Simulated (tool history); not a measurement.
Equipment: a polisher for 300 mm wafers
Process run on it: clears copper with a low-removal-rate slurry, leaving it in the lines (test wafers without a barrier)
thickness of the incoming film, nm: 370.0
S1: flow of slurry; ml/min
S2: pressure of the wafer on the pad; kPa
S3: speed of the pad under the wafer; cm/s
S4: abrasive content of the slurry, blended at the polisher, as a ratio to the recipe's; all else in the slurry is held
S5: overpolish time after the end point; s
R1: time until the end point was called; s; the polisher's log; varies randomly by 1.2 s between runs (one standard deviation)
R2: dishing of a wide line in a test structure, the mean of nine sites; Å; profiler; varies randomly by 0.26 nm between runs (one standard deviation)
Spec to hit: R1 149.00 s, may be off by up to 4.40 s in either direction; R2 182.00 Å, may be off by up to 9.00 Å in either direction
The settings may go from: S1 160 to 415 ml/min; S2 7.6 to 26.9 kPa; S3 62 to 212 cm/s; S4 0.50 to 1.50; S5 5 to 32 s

run,hour,S1,S2,S3,S4,S5,R1,R2
1,0.0,265,17.2,136,1.00,16,100.75,378.62
2,4.6,270,15.2,136,1.00,14,113.19,311.11
3,8.4,275,13.8,136,1.00,12,125.77,250.00
4,14.7,275,13.1,136,1.00,11,130.67,217.04
5,22.3,275,10.3,136,1.00,11,167.35,178.66
6,31.1,245,10.3,136,1.00,11,168.00,175.78
7,36.4,275,10.3,136,1.00,10,166.24,158.91
8,43.5,280,11.0,136,1.00,10,155.31,168.75
9,49.5,285,11.7,136,1.00,11,146.47,201.33
10,54.2,275,11.7,136,1.00,11,147.06,195.84

5 candidate next runs follow, results not yet known. Just one meets every target within its allowed miss. Identify it.
A,58.9,280,11.0,150,1.00,9,?,?
B,58.9,210,11.7,158,0.90,9,?,?
C,58.9,235,14.5,120,0.75,9,?,?
D,58.9,370,8.3,178,1.10,9,?,?
E,58.9,160,10.3,164,1.05,10,?,?

move,R1,R2
A,142.13,168.60
B,136.04,175.82
C,150.24,161.33
D,150.12,158.91
E,148.64,177.84
A: takes the result that was furthest off past its target
B: corrects the largest miss of the last run, while another result sits out of spec
C: takes the result that was furthest off past its target
D: takes the result that was furthest off past its target
E: every result lands within tolerance
Correct choice: E, which meets every target
